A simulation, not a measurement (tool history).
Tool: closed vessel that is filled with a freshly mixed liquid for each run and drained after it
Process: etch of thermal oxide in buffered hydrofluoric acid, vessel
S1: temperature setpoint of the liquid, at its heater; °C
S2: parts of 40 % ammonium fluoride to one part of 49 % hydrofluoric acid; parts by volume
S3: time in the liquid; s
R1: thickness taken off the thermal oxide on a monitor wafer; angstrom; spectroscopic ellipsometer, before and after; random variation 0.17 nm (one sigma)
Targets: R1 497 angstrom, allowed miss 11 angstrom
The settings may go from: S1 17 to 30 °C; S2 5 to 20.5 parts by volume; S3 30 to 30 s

| run | hour | S1 | S2 | S3 | R1 |
|---|---|---|---|---|---|
| 1 | 0 | 22 | 12.5 | 30 | 235.99 |
| 2 | 2.2 | 24 | 11.5 | 30 | 288.41 |
| 3 | 4.4 | 24 | 11.5 | 30 | 288.35 |
| 4 | 10.6 | 25.5 | 11 | 30 | 324.88 |
|  | 13.3 | hydrofluoric acid flow meter replaced |
| 5 | 13.3 | 26.5 | 10.5 | 30 | 396.28 |
| 6 | 21.6 | 26.5 | 7 | 30 | 580.27 |
| 7 | 27.6 | 26 | 7 | 30 | 566.39 |
| 8 | 32.6 | 25.5 | 7 | 30 | 549.67 |

Which of these 4 next moves meets every target?
| A | 37.6 | 27 | 8 | 30 | ? |
| B | 37.6 | 25.5 | 8 | 30 | ? |
| C | 37.6 | 25 | 7.5 | 30 | ? |
| D | 37.6 | 26 | 7.5 | 30 | ? |

| move | R1 |
|---|---|
| A | 516.12 |
| B | 476.19 |
| C | 497 |
| D | 524.54 |
A: nearer than the last run, and not there yet
B: takes the result that was furthest off past its target
C: meets every target
D: nearer than the last run, and not there yet
Move C is the one to make.
